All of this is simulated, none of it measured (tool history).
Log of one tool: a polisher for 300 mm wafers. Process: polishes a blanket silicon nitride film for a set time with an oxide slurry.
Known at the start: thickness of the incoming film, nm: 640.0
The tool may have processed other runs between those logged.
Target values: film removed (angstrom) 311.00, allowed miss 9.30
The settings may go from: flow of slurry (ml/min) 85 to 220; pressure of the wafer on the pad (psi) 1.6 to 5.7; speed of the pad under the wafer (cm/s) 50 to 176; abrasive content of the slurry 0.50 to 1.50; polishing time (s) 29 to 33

| run | day | flow of slurry (ml/min) | pressure of the wafer on the pad (psi) | speed of the pad under the wafer (cm/s) | abrasive content of the slurry | polishing time (s) | film removed (angstrom) |
|---|---|---|---|---|---|---|---|
| 1 | 0.000 | 140 | 3.6 | 112 | 1.00 | 33 | 249.28 |
| 2 | 0.183 | 145 | 3.7 | 112 | 1.00 | 33 | 255.57 |
| 3 | 0.275 | 145 | 3.8 | 112 | 1.00 | 33 | 257.56 |
| 4 | 0.525 | 145 | 3.9 | 112 | 1.00 | 33 | 265.25 |
| 5 | 0.571 | 145 | 3.9 | 112 | 0.85 | 33 | 239.64 |
| 6 | 0.762 | 145 | 3.9 | 112 | 0.85 | 33 | 244.32 |
| 7 | 1.138 | 145 | 4.0 | 112 | 0.85 | 33 | 242.58 |
| 8 | 1.433 | 180 | 5.0 | 114 | 0.85 | 33 | 297.32 |

Consider the 4 candidate settings below. Which is the only one whose results all fall within their allowed miss of target?
| A | 1.729 | 170 | 5.2 | 130 | 0.85 | 32 | ? |
| B | 1.729 | 195 | 4.6 | 124 | 1.10 | 29 | ? |
| C | 1.729 | 180 | 5.4 | 134 | 0.70 | 30 | ? |
| D | 1.729 | 175 | 5.5 | 104 | 1.20 | 32 | ? |

| move | film removed (angstrom) |
|---|---|
| A | 329.89 |
| B | 309.64 |
| C | 291.38 |
| D | 343.06 |
A: moves the result that the last run missed by most past its target, out the other side
B: hits every target within its allowed miss
C: moves away from the targets compared with the last run
D: moves the result that the last run missed by most past its target, out the other side
So the answer is move B, the one that meets all the targets.
